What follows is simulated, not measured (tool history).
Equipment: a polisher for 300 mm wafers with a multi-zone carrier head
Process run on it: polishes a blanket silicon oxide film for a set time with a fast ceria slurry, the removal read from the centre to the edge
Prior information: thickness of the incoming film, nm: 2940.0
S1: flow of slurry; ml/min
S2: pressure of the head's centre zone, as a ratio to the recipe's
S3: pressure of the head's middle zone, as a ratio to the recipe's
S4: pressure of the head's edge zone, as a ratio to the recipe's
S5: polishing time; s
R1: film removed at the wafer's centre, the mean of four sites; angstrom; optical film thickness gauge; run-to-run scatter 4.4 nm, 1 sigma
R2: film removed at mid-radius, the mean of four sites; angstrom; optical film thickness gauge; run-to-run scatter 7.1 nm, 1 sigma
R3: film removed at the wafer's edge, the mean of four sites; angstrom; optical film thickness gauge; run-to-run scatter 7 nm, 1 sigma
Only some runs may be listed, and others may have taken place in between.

run,hour,S1,S2,S3,S4,S5,R1,R2,R3
1,0.0,135,1.00,1.00,1.00,41,9863.5,9533.6,9660.5
2,7.7,135,1.00,0.98,0.98,39,9367.9,8898.6,8994.3
3,9.2,135,0.95,0.98,0.98,39,8890.4,9005.7,9072.8
4,11.0,130,0.96,0.96,0.97,37,8528.6,8333.6,8468.8
5,12.5,130,0.96,0.96,1.05,37,8449.2,8332.7,8896.5
6,15.5,130,0.96,0.96,1.05,46,10515.0,10246.0,10975.0
7,19.9,125,0.96,0.94,1.03,43,9698.1,9178.7,9979.7
8,28.3,120,0.96,0.93,1.01,41,9125.2,8675.2,9279.2
9,32.9,115,0.96,0.91,1.00,39,8737.6,8118.9,9039.6
10,34.5,115,0.96,0.90,0.98,37,8127.8,7730.6,8465.8
11,37.7,115,0.97,0.89,0.96,35,7778.2,7357.2,7710.1

Run 12, settings as shown, results not yet in. Your forecast:
12,40.9,110,0.98,0.88,0.96,34,?,?,?

{"run 12": {"R1": 7464.6, "R2": 6685.1, "R3": 7596.5}}
